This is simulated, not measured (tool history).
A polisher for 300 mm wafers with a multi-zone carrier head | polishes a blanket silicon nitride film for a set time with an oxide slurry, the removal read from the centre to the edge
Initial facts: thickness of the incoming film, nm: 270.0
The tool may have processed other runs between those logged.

| run | hour | flow of slurry (ml/min) | pressure of the head's centre zone | pressure of the head's middle zone | pressure of the head's edge zone | abrasive content of the slurry | polishing time (s) | film removed at the wafer's centre (nm) | film removed at mid-radius (nm) | film removed at the wafer's edge (nm) |
|---|---|---|---|---|---|---|---|---|---|---|
| 1 | 0.0 | 170 | 1.00 | 1.00 | 1.00 | 1.00 | 62 | 27.454 | 28.161 | 28.089 |
| 2 | 2.5 | 170 | 1.00 | 1.00 | 1.00 | 1.10 | 62 | 29.319 | 29.573 | 29.621 |
| 3 | 3.6 | 140 | 1.00 | 1.00 | 1.00 | 1.10 | 62 | 28.102 | 28.915 | 29.251 |
| 4 | 6.8 | 145 | 1.01 | 1.00 | 0.96 | 1.05 | 62 | 27.635 | 28.059 | 28.041 |
| 5 | 10.0 | 145 | 1.01 | 1.00 | 0.90 | 1.05 | 62 | 28.008 | 27.729 | 27.176 |
| 6 | 10.6 | 145 | 1.01 | 1.01 | 0.88 | 1.00 | 62 | 26.885 | 27.437 | 26.402 |

Run 7 has not been measured yet. What should we expect?
| 7 | 14.0 | 145 | 1.02 | 1.01 | 0.86 | 0.95 | 62 | ? | ? | ? |

film removed at the wafer's centre (nm): 26.437
film removed at mid-radius (nm): 26.452
film removed at the wafer's edge (nm): 25.378

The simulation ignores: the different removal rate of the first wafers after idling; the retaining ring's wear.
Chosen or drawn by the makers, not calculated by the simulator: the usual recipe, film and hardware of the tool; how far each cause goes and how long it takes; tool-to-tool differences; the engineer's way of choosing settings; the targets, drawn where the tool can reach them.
